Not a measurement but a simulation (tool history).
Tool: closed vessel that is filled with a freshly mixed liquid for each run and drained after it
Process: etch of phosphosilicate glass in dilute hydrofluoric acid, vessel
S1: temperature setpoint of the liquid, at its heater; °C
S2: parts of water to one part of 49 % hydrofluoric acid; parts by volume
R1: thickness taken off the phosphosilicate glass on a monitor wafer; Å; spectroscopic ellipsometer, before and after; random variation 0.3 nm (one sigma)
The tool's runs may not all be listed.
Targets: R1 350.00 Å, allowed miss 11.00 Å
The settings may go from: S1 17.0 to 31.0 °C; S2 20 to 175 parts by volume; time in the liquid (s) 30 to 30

{"run": 1, "hour": 0.0, "S1": 23.0, "S2": 95, "time in the liquid (s)": 30, "R1": 410.04}
{"run": 2, "hour": 1.6, "S1": 23.0, "S2": 95, "time in the liquid (s)": 30, "R1": 400.03}
{"run": 3, "hour": 9.0, "S1": 22.0, "S2": 95, "time in the liquid (s)": 30, "R1": 391.48}
{"run": 4, "hour": 13.2, "S1": 23.5, "S2": 95, "time in the liquid (s)": 30, "R1": 422.11}
{"run": 5, "hour": 22.1, "S1": 22.5, "S2": 95, "time in the liquid (s)": 30, "R1": 403.5}
{"run": 6, "hour": 24.4, "S1": 22.5, "S2": 95, "time in the liquid (s)": 30, "R1": 399.04}
{"run": 7, "hour": 32.8, "S1": 21.5, "S2": 95, "time in the liquid (s)": 30, "R1": 383.72}
{"run": 8, "hour": 38.0, "S1": 21.0, "S2": 95, "time in the liquid (s)": 30, "R1": 383.14}
{"run": 9, "hour": 39.7, "S1": 20.5, "S2": 95, "time in the liquid (s)": 30, "R1": 371.6}
{"run": 10, "hour": 41.1, "S1": 20.0, "S2": 95, "time in the liquid (s)": 30, "R1": 360.36}

4 next moves are on the table. One of them brings every result within its allowed miss. Which?
{"run": "A", "hour": 42.5, "S1": 22.0, "S2": 100, "time in the liquid (s)": 30, "R1": "?"}
{"run": "B", "hour": 42.5, "S1": 20.0, "S2": 90, "time in the liquid (s)": 30, "R1": "?"}
{"run": "C", "hour": 42.5, "S1": 18.0, "S2": 85, "time in the liquid (s)": 30, "R1": "?"}
{"run": "D", "hour": 42.5, "S1": 19.0, "S2": 95, "time in the liquid (s)": 30, "R1": "?"}

move=A R1=368.70
move=B R1=381.91
move=C R1=374.04
move=D R1=345.18
A: further off than the last run
B: further off than the last run
C: further off than the last run
D: meets every target
Move D is the one to make.
